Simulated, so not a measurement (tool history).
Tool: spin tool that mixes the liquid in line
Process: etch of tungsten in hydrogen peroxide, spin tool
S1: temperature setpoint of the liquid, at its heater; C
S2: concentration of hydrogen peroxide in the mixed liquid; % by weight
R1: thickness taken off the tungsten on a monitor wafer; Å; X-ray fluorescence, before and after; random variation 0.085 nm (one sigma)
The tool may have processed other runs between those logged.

{"run": 1, "hour": 0.0, "S1": 43, "S2": 20, "time under the liquid (s)": 55, "R1": 306.78}
{"run": 2, "hour": 5.8, "S1": 42.5, "S2": 20, "time under the liquid (s)": 55, "R1": 296.64}
{"run": 3, "hour": 11.2, "S1": 49.5, "S2": 20, "time under the liquid (s)": 55, "R1": 459.15}
{"run": 4, "hour": 17.9, "S1": 49.5, "S2": 20, "time under the liquid (s)": 55, "R1": 456.59}
{"run": 5, "hour": 23.6, "S1": 48, "S2": 20, "time under the liquid (s)": 55, "R1": 420.22}
{"run": 6, "hour": 28.2, "S1": 48, "S2": 20, "time under the liquid (s)": 55, "R1": 419.07}

Forecast run 7:
{"run": 7, "hour": 34.7, "S1": 47, "S2": 20, "time under the liquid (s)": 55, "R1": "?"}

R1: 392.72 Å
